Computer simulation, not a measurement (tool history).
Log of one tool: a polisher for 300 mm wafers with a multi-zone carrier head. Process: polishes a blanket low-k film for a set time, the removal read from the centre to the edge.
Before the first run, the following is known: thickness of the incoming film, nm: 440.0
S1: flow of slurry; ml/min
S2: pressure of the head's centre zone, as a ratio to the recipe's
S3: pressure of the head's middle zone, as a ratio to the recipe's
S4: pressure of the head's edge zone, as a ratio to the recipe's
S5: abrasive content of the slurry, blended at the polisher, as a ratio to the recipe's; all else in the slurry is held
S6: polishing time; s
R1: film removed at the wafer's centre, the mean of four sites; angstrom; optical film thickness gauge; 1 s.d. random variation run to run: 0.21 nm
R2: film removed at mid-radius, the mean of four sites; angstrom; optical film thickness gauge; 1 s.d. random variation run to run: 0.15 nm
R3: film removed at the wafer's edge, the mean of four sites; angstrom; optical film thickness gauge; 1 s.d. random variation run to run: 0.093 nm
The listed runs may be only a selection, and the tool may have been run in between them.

run  hour   S1    S2    S3    S4    S5  S6      R1      R2      R3
  1   0.0  305  1.00  1.00  1.00  1.00  64  194.25  190.53  193.38
  2   5.8  275  1.00  1.00  1.00  1.00  64  186.11  186.62  192.57
  3   6.6  300  1.00  1.01  0.96  0.85  64  181.42  179.38  180.36
  4  11.4  315  1.01  1.03  0.93  0.75  62  167.84  167.48  162.23
  5  13.1  315  1.01  1.03  0.93  0.95  62  184.54  185.62  177.57
  6  20.1  315  1.01  1.03  0.93  0.95  49  143.85  145.08  140.60

Run 7 is up next; what results do you expect?
  7  24.0  330  1.02  1.04  0.93  0.95  49   ?   ?   ?

{"run 7": {"R1": 149.8, "R2": 150.72, "R3": 141.88}}
